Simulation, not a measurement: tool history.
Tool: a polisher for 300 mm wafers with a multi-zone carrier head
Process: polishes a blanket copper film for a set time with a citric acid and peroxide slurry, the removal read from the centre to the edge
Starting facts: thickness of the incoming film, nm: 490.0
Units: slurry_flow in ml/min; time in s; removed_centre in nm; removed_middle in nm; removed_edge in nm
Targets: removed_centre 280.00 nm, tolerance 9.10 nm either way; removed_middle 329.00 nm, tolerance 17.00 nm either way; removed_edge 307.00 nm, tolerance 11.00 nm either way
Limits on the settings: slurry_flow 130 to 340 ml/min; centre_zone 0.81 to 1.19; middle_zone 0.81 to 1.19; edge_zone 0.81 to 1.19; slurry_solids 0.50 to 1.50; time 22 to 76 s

run,day,slurry_flow,centre_zone,middle_zone,edge_zone,slurry_solids,time,removed_centre,removed_middle,removed_edge
1,0.000,220,1.00,1.00,1.00,1.00,49,203.92,215.33,211.27
2,0.033,220,0.93,1.00,1.00,1.00,49,191.97,209.36,209.57
3,0.058,225,0.95,1.04,1.04,1.15,52,210.28,238.97,232.12
4,0.412,230,0.97,1.06,1.07,1.25,55,234.26,266.95,253.89
5,0.662,235,0.98,1.07,1.10,1.35,57,250.30,281.05,270.50
6,0.758,235,0.98,1.07,1.10,1.35,51,224.45,247.61,246.69
7,0.804,235,0.98,1.07,1.10,1.35,51,226.23,253.83,243.11
8,0.900,235,0.98,1.09,1.12,1.40,54,238.69,267.38,264.20
9,1.167,245,0.99,1.12,1.13,1.45,56,253.92,285.37,278.50
10,1.375,250,0.99,1.14,1.12,1.45,58,266.02,311.28,286.96

Which one of the following 4 next-run settings gets every result inside its allowed miss? There is exactly one.
A,1.583,190,0.98,1.13,1.11,1.50,64,?,?,?
B,1.583,305,1.02,1.19,1.03,1.50,59,?,?,?
C,1.583,245,0.97,1.14,1.09,1.50,57,?,?,?
D,1.583,280,1.05,1.11,1.04,1.35,55,?,?,?

move,removed_centre,removed_middle,removed_edge
A,276.30,318.14,306.31
B,284.35,326.41,285.97
C,254.02,296.50,278.23
D,264.18,277.75,260.35
A: meets every target
B: no nearer and no further than the last run
C: misses by more than the last run did
D: misses by more than the last run did
Go with A: it meets all targets.

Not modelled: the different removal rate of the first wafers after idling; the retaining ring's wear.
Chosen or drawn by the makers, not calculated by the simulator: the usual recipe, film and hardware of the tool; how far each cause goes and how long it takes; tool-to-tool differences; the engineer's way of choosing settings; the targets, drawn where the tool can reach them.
